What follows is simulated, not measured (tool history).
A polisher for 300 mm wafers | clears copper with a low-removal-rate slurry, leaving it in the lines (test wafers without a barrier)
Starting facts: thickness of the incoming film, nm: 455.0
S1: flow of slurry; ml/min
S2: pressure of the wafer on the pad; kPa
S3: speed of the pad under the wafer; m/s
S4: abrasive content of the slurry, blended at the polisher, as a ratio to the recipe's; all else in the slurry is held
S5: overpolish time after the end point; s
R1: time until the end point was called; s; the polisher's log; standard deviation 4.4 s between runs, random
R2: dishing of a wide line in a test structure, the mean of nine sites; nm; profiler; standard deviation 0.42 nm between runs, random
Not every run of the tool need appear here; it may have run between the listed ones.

run,hour,S1,S2,S3,S4,S5,R1,R2
1,0,145,20,1.32,1,23,135.62,43.519
2,6.5,145,20,1.2,1,23,153.08,41.609
3,8.1,145,20,1.52,1,23,120.36,47.085
4,15.5,145,15.9,1.52,1,23,150.88,40.369
5,24.2,145,15.9,1.52,0.8,23,159.25,38.159
6,27.8,145,13.8,1.42,0.8,22,191.99,32.684
7,34.8,145,12.4,1.36,0.8,22,217.46,29.135

Run 8 is up next; what results do you expect?
8,36.2,145,11,1.32,0.8,22,?,?

Run 8 yielded R1 253.9 s, R2 26.115 nm.

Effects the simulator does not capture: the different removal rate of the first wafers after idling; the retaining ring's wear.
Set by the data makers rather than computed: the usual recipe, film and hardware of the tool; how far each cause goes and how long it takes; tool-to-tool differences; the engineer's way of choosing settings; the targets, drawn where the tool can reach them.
